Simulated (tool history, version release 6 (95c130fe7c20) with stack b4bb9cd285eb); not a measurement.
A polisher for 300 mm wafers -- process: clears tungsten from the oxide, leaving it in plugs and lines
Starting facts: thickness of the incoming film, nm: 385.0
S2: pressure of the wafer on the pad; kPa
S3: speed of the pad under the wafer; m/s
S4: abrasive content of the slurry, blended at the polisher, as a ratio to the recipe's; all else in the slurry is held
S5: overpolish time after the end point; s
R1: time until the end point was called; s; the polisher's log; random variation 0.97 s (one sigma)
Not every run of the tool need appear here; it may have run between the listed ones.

Run 1, hour 0.0: flow of slurry (ml/min) 250, S2 20.7 kPa, S3 1.38 m/s, S4 1.0, S5 45 s. Result: R1 77.820 s.
Run 2, hour 1.9: flow of slurry (ml/min) 250, S2 20.7 kPa, S3 1.52 m/s, S4 1.0, S5 45 s. Result: R1 71.724 s.
Run 3, hour 7.7: flow of slurry (ml/min) 250, S2 24.8 kPa, S3 1.52 m/s, S4 1.0, S5 45 s. Result: R1 59.127 s.
Run 4, hour 12.9: flow of slurry (ml/min) 250, S2 22.8 kPa, S3 1.52 m/s, S4 1.0, S5 45 s. Result: R1 64.869 s.
Run 5, hour 19.7: flow of slurry (ml/min) 250, S2 21.4 kPa, S3 1.52 m/s, S4 1.0, S5 45 s. Result: R1 68.450 s.
Run 6, hour 21.6: flow of slurry (ml/min) 250, S2 21.4 kPa, S3 1.52 m/s, S4 1.0, S5 45 s. Result: R1 69.520 s.
Run 7, hour 23.6: flow of slurry (ml/min) 250, S2 20.0 kPa, S3 1.52 m/s, S4 1.0, S5 45 s. Result: R1 73.425 s.
Run 8, hour 24.8: flow of slurry (ml/min) 250, S2 18.6 kPa, S3 1.52 m/s, S4 1.0, S5 45 s. Result: R1 77.966 s.
Run 9, hour 27.4: flow of slurry (ml/min) 250, S2 17.2 kPa, S3 1.52 m/s, S4 1.0, S5 45 s. Result: R1 84.529 s.

Run 10 has not been measured yet. What should we expect?
Run 10, hour 32.7: flow of slurry (ml/min) 250, S2 16.5 kPa, S3 1.52 m/s, S4 1.0, S5 45 s. Result: R1 ?.

Run 10 gave R1 87.489 s.
